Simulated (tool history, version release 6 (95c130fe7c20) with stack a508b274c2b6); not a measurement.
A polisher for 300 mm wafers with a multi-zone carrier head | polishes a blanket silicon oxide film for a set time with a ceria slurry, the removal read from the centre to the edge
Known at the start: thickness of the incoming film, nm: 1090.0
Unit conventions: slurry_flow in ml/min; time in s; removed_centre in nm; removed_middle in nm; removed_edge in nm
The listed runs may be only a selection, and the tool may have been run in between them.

run,hour,slurry_flow,centre_zone,middle_zone,edge_zone,time,removed_centre,removed_middle,removed_edge
1,0,260,1,1,1,57,392.84,407.45,401.92
2,7.1,275,1.04,1,1.05,59,424.07,419.21,424.94
3,14.3,275,0.96,1,1.05,59,390.88,428.9,416.15
4,17.4,265,1.02,1,1.07,62,440.66,437.28,450.12
5,19.5,315,1.02,1,1.07,62,440.18,452.57,454.5
6,20.1,360,1.02,1,1.07,62,455.45,453.59,447.66
7,25.9,345,1.05,1,1.1,63,467.9,454.22,470.48
8,31,345,1.08,1.01,1.11,64,494.8,460.29,480.96
9,38.6,345,1.09,1.02,1.12,64,492.42,470.37,482.33

The next listed run, before its measurement:
10,42.3,345,1.11,1.02,1.13,64,?,?,?

{"run 10": {"removed_centre": 510.01, "removed_middle": 469.89, "removed_edge": 486.06}}

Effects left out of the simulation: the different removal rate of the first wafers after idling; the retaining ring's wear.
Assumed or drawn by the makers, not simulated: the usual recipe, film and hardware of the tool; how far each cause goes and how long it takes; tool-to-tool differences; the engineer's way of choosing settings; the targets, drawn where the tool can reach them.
